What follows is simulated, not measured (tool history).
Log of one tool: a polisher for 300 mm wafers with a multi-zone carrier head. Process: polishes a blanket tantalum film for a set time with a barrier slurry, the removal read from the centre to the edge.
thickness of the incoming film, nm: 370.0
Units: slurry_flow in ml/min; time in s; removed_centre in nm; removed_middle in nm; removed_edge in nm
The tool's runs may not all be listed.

run	hour	slurry_flow	centre_zone	middle_zone	edge_zone	slurry_solids	time	removed_centre	removed_middle	removed_edge
1	0.0	220	1.00	1.00	1.00	1.00	85	67.064	66.171	70.280
2	4.4	220	1.00	1.00	0.97	1.00	85	67.427	66.361	69.836
3	12.2	220	1.08	1.00	0.97	1.00	85	72.569	66.975	69.259
4	16.6	220	1.08	1.06	0.97	1.00	85	72.389	70.424	70.268
# hour 23.4: edge zone pressure recalibrated
5	23.4	220	1.01	1.06	0.97	1.00	85	68.905	70.058	65.675
6	30.8	220	0.94	1.06	0.97	1.00	85	63.775	69.780	67.211
7	36.5	215	0.98	1.02	0.94	0.90	78	58.996	59.943	58.284
8	43.3	205	0.99	0.97	0.91	0.80	75	54.089	53.775	52.846
9	51.5	170	1.09	0.87	0.91	0.55	62	43.145	35.602	39.221

Forecast run 10:
10	59.3	180	1.09	0.87	0.91	0.55	62	?	?	?

Run 10 gave removed_centre 44.511 nm, removed_middle 35.350 nm, removed_edge 39.352 nm.

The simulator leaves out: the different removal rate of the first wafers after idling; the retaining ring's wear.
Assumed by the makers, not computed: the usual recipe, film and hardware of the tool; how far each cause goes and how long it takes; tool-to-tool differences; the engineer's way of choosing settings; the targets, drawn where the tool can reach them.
